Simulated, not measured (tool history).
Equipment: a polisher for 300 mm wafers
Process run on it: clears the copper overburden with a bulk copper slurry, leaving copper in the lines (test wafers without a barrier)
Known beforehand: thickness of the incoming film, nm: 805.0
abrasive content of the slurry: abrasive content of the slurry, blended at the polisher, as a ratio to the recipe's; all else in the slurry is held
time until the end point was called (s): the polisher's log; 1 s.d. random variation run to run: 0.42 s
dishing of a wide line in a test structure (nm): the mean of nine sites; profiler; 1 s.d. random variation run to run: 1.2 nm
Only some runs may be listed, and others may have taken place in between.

run    day  flow of slurry (ml/min)  pressure of the wafer on the pad (kPa)  speed of the pad under the wafer (m/s)  abrasive content of the slurry  overpolish time after the end point (s)  time until the end point was called (s)  dishing of a wide line in a test structure (nm)
  1      0                      140                                    19.3                                    1.16                               1                                       25                                   67.503                                           66.932
  2  0.212                      140                                    20.7                                    1.18                               1                                       23                                   61.673                                           66.652
  3  0.262                      140                                    20.7                                    1.18                               1                                       16                                   61.568                                           64.656
  4  0.383                      140                                    22.1                                     1.2                               1                                       16                                   57.559                                           66.061
  5  0.762                      140                                    23.4                                    1.22                               1                                       15                                   53.093                                           68.475
  6  0.979                      145                                    24.1                                    1.26                               1                                       14                                   50.077                                           65.406
  7  1.058                      145                                    24.8                                    1.28                               1                                       15                                   47.567                                           70.893
  8  1.246                      150                                    24.8                                    1.32                               1                                       14                                   45.814                                           67.905
  9  1.404                      150                                    25.5                                    1.32                               1                                       13                                   45.199                                           66.435
 10  1.579                      150                                    26.2                                    1.34                               1                                       13                                   42.897                                           66.473
 11  1.912                      165                                    30.3                                    1.34                               1                                       23                                    36.56                                           73.843
 12  1.962                      165                                    30.3                                    1.34                               1                                       22                                   36.199                                           73.873

Predict the results of run 13:
 13  2.012                      165                                    30.3                                    1.34                               1                                       22                                        ?                                                ?

{"run 13": {"time until the end point was called (s)": 36.942, "dishing of a wide line in a test structure (nm)": 70.637}}
